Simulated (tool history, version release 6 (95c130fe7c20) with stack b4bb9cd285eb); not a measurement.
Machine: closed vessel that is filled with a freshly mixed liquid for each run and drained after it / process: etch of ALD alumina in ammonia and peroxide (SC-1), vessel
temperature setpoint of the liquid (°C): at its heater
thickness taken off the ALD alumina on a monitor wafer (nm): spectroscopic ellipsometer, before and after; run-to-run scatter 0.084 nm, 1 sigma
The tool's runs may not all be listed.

run,hour,temperature setpoint of the liquid (°C),parts of 29 % ammonia solution to one part of 30 % peroxide (parts by volume),time in the liquid (s),thickness taken off the ALD alumina on a monitor wafer (nm)
1,0,52,0.5,185,10.679
2,8,52,0.5,185,10.744
3,15.4,53.5,0.5,185,11.693
4,24.4,54.5,0.5,185,12.242
5,27.8,55.5,0.5,185,12.988
6,34.1,55.5,0.5,135,9.4669
7,36.7,59.5,0.5,135,11.585

Expected results for the next run?
8,42.2,59.5,0.5,135,?

Run 8 yielded thickness taken off the ALD alumina on a monitor wafer (nm) 11.614.
